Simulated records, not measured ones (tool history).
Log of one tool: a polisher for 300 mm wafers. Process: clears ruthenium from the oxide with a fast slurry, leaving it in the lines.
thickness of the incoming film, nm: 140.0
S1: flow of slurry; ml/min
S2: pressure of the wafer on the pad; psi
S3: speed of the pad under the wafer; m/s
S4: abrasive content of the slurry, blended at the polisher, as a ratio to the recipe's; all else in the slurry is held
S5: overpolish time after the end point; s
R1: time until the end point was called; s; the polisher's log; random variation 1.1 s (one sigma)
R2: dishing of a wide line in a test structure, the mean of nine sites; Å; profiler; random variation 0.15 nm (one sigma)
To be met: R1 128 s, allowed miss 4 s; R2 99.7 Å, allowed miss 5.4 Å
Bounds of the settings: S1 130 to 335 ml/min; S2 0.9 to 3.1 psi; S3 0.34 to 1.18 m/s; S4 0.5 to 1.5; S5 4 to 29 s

run  hour   S1   S2    S3   S4  S5      R1      R2
  1     0  215    2  0.76    1  15  65.455  239.49
  2   2.4  185    2  0.76    1  15  65.867  238.01
  3   9.7  185  1.8  0.72    1  13    76.8  192.53
  4  16.1  185  1.8  0.72  0.8  13  83.485  184.14
  5    23  185  1.6  0.72  0.8  12  91.218  152.66
  6    25  185  1.4  0.72  0.8  12  101.04  144.49
  7  31.8  185  1.3  0.72  0.8  11  107.88  130.15
  8  33.3  185  1.2  0.72  0.8  10  114.28  111.81
  9  39.9  185  1.1  0.72  0.8  10  121.65  105.09

Which of these 4 next moves meets every target?
  A  46.5  200  1.2  0.74   0.7  10   ?   ?
  B  46.5  190  1.2   0.7  0.85  11   ?   ?
  C  46.5  165  1.2  0.74   0.8   9   ?   ?
  D  46.5  140  1.2   0.7   0.7  10   ?   ?

move      R1      R2
   A  116.11  111.94
   B  112.67  125.08
   C  113.48  103.97
   D  129.19  101.72
A: further off than the last run
B: further off than the last run
C: further off than the last run
D: meets every target
The right move is D.
